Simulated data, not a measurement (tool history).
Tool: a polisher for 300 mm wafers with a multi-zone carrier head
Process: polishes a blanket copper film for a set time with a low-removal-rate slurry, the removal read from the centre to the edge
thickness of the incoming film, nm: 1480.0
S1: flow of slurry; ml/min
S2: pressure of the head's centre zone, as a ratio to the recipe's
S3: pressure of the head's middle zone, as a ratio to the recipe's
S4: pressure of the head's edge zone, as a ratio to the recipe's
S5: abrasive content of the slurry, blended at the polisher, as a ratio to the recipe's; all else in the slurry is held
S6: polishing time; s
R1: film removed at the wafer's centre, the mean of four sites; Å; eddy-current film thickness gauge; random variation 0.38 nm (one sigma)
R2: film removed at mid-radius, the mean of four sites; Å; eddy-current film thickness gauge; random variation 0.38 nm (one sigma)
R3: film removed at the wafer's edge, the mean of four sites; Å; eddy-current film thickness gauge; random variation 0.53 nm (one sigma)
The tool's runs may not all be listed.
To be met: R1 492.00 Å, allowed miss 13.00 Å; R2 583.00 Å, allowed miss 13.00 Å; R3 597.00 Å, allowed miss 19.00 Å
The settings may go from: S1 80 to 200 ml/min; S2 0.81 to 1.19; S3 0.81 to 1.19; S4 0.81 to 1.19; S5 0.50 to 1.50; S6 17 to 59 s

| run | day | S1 | S2 | S3 | S4 | S5 | S6 | R1 | R2 | R3 |
|---|---|---|---|---|---|---|---|---|---|---|
| 1 | 0.000 | 130 | 1.00 | 1.00 | 1.00 | 1.00 | 38 | 835.37 | 808.84 | 843.68 |
| 2 | 0.075 | 120 | 0.96 | 1.00 | 0.98 | 0.90 | 37 | 752.71 | 758.33 | 795.74 |
| 3 | 0.396 | 120 | 0.96 | 1.04 | 0.98 | 0.90 | 37 | 764.86 | 785.72 | 793.58 |
| 4 | 0.479 | 120 | 0.96 | 1.04 | 0.98 | 0.90 | 31 | 626.18 | 667.14 | 663.20 |
| 5 | 0.521 | 120 | 0.96 | 1.04 | 0.98 | 0.80 | 31 | 619.06 | 653.55 | 644.96 |
| 6 | 0.662 | 135 | 0.96 | 1.04 | 0.98 | 0.80 | 31 | 642.80 | 661.18 | 654.10 |
| 7 | 0.721 | 125 | 0.93 | 1.03 | 0.97 | 0.75 | 31 | 602.18 | 643.38 | 640.26 |
| 8 | 0.983 | 120 | 0.91 | 1.02 | 0.96 | 0.75 | 31 | 585.92 | 627.33 | 635.90 |
| 9 | 1.092 | 115 | 0.89 | 1.02 | 0.95 | 0.75 | 31 | 570.92 | 622.49 | 625.94 |
| 10 | 1.358 | 80 | 0.81 | 1.01 | 0.97 | 0.70 | 31 | 469.53 | 563.20 | 586.07 |
| 11 | 1.458 | 85 | 0.81 | 1.01 | 0.97 | 0.70 | 31 | 472.73 | 569.77 | 599.07 |

Which of these 5 next moves meets every target?
| A | 1.558 | 80 | 0.82 | 1.11 | 1.08 | 0.85 | 29 | ? | ? | ? |
| B | 1.558 | 85 | 0.85 | 0.95 | 1.06 | 0.55 | 32 | ? | ? | ? |
| C | 1.558 | 95 | 0.85 | 1.05 | 1.02 | 0.80 | 29 | ? | ? | ? |
| D | 1.558 | 85 | 0.88 | 0.94 | 0.94 | 0.65 | 32 | ? | ? | ? |
| E | 1.558 | 85 | 0.82 | 1.06 | 0.95 | 0.65 | 30 | ? | ? | ? |

| move | R1 | R2 | R3 |
|---|---|---|---|
| A | 453.97 | 592.65 | 604.83 |
| B | 499.82 | 552.70 | 635.12 |
| C | 491.80 | 588.43 | 602.68 |
| D | 525.67 | 558.58 | 611.17 |
| E | 463.05 | 579.71 | 574.91 |
A: further off than the last run
B: brings the result that was furthest off to its target, and leaves another outside
C: meets every target
D: takes the result that was furthest off past its target
E: further off than the last run
The right move is C.
